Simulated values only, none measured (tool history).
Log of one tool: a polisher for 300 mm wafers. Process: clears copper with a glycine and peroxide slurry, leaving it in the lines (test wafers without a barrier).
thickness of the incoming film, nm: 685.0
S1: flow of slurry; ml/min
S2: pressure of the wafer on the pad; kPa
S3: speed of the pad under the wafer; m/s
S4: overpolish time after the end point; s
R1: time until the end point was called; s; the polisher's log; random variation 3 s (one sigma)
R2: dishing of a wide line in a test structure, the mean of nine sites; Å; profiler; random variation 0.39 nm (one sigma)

run 1 day=0.000 | S1=225 S2=15.2 S3=0.96 S4=22 | R1=180.09 R2=439.57
run 2 day=0.333 | S1=225 S2=13.1 S3=0.94 S4=18 | R1=203.73 R2=353.85
run 3 day=0.675 | S1=225 S2=11.7 S3=0.92 S4=15 | R1=221.39 R2=286.73
run 4 day=0.788 | S1=225 S2=10.3 S3=0.92 S4=14 | R1=250.27 R2=245.24
run 5 day=1.008 | S1=225 S2=9.7 S3=0.92 S4=14 | R1=254.57 R2=235.62
run 6 day=1.138 | S1=225 S2=11.7 S3=0.92 S4=14 | R1=224.87 R2=266.75
run 7 day=1.438 | S1=225 S2=11.0 S3=0.92 S4=14 | R1=238.58 R2=256.19
run 8 day=1.588 | S1=225 S2=10.3 S3=0.92 S4=14 | R1=248.74 R2=246.20
run 9 day=1.608 | S1=220 S2=6.9 S3=0.92 S4=11 | R1=316.93 R2=165.75

Run 10 comes next. What will it give?
run 10 day=1.662 | S1=230 S2=6.9 S3=0.92 S4=12 | R1=? R2=?

Run 10 gave R1 318.53 s, R2 167.65 Å.

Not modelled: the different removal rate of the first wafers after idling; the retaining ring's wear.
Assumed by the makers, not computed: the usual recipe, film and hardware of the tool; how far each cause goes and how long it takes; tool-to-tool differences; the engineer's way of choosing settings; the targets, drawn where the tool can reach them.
